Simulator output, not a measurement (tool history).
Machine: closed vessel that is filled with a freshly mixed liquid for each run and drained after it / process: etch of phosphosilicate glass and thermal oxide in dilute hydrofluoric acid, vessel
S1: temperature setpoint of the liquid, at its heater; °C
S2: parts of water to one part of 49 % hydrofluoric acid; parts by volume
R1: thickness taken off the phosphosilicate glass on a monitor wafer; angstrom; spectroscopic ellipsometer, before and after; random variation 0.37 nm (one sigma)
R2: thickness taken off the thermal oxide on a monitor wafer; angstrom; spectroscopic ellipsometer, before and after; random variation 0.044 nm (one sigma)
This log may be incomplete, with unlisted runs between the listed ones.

run 1 hour=0 | S1=23 S2=135 time_in_the_liquid_(s)=60 | R1=239.38 R2=16.878
run 2 hour=5.1 | S1=23 S2=175 time_in_the_liquid_(s)=60 | R1=179.89 R2=12.783
run 3 hour=12.1 | S1=24.5 S2=175 time_in_the_liquid_(s)=60 | R1=188.4 R2=13.452
run 4 hour=14.8 | S1=24.5 S2=175 time_in_the_liquid_(s)=85 | R1=268.11 R2=19.526
run 5 hour=16.5 | S1=25.5 S2=170 time_in_the_liquid_(s)=85 | R1=285.66 R2=20.541
run 6 hour=25.5 | S1=25.5 S2=185 time_in_the_liquid_(s)=85 | R1=264.84 R2=18.263

What does the tool deliver on the next run?
run 7 hour=34.6 | S1=26 S2=175 time_in_the_liquid_(s)=85 | R1=? R2=?

{"run 7": {"R1": 285.95, "R2": 20.313}}
